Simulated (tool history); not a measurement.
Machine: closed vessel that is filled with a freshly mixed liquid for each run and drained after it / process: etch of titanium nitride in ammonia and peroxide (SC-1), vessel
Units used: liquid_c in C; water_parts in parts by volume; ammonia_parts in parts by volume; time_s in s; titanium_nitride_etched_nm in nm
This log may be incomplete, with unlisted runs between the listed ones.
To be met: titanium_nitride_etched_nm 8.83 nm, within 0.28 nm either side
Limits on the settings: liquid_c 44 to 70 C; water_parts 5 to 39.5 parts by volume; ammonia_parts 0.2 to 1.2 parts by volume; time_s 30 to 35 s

{"run": 1, "hour": 0.0, "liquid_c": 60, "water_parts": 22, "ammonia_parts": 0.85, "time_s": 35, "titanium_nitride_etched_nm": 4.4955}
{"run": 2, "hour": 5.3, "liquid_c": 60, "water_parts": 22, "ammonia_parts": 0.85, "time_s": 35, "titanium_nitride_etched_nm": 4.4866}
{"run": 3, "hour": 10.0, "liquid_c": 62, "water_parts": 22, "ammonia_parts": 0.85, "time_s": 35, "titanium_nitride_etched_nm": 5.1096}
{"run": 4, "hour": 11.2, "liquid_c": 63.5, "water_parts": 21.5, "ammonia_parts": 0.85, "time_s": 35, "titanium_nitride_etched_nm": 5.7792}
{"run": 5, "hour": 15.2, "liquid_c": 65, "water_parts": 21.5, "ammonia_parts": 0.85, "time_s": 35, "titanium_nitride_etched_nm": 6.3602}
{"run": 6, "hour": 22.9, "liquid_c": 65, "water_parts": 24.5, "ammonia_parts": 0.85, "time_s": 35, "titanium_nitride_etched_nm": 5.8586}
{"run": 7, "hour": 24.4, "liquid_c": 66, "water_parts": 24, "ammonia_parts": 0.85, "time_s": 35, "titanium_nitride_etched_nm": 6.2001}
{"run": 8, "hour": 26.8, "liquid_c": 70, "water_parts": 19, "ammonia_parts": 0.9, "time_s": 35, "titanium_nitride_etched_nm": 9.3424}

Pick the move, out of 4, that brings all results within their allowed miss; only one does.
{"run": "A", "hour": 29.2, "liquid_c": 69, "water_parts": 17, "ammonia_parts": 0.95, "time_s": 35, "titanium_nitride_etched_nm": "?"}
{"run": "B", "hour": 29.2, "liquid_c": 69, "water_parts": 16, "ammonia_parts": 0.95, "time_s": 35, "titanium_nitride_etched_nm": "?"}
{"run": "C", "hour": 29.2, "liquid_c": 68, "water_parts": 17, "ammonia_parts": 0.9, "time_s": 35, "titanium_nitride_etched_nm": "?"}
{"run": "D", "hour": 29.2, "liquid_c": 69.5, "water_parts": 17, "ammonia_parts": 0.8, "time_s": 35, "titanium_nitride_etched_nm": "?"}

move=A titanium_nitride_etched_nm=9.4468
move=B titanium_nitride_etched_nm=9.7611
move=C titanium_nitride_etched_nm=8.7928
move=D titanium_nitride_etched_nm=9.4551
A: misses by more than the last run did
B: misses by more than the last run did
C: every result within its allowed miss
D: misses by more than the last run did
So the answer is move C, the one that meets all the targets.

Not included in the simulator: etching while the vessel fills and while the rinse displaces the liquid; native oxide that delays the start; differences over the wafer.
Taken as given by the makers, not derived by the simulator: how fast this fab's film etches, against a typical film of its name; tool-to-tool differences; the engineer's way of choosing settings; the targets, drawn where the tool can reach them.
